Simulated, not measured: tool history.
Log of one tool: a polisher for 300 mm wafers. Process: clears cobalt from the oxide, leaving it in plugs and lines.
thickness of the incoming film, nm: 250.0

run,hour,flow of slurry (ml/min),pressure of the wafer on the pad (psi),speed of the pad under the wafer (cm/s),overpolish time after the end point (s),time until the end point was called (s),dishing of a wide line in a test structure (angstrom)
1,0.0,255,1.5,118,11,62.466,283.310
2,8.3,255,1.4,118,9,65.416,247.210
3,13.0,255,1.4,106,9,73.008,231.280
4,15.7,240,1.4,104,8,75.458,202.230
5,23.2,240,1.6,104,8,65.870,223.040
6,28.0,240,1.4,104,8,74.435,212.260
7,29.7,170,1.8,70,3,89.113,74.824
8,30.9,190,1.9,70,3,81.107,81.481
9,32.8,225,2.3,72,4,64.026,132.100

Run 10 comes next. What will it give?
10,37.2,215,2.3,74,4,?,?

{"run 10": {"time until the end point was called (s)": 65.3, "dishing of a wide line in a test structure (angstrom)": 131.3}}

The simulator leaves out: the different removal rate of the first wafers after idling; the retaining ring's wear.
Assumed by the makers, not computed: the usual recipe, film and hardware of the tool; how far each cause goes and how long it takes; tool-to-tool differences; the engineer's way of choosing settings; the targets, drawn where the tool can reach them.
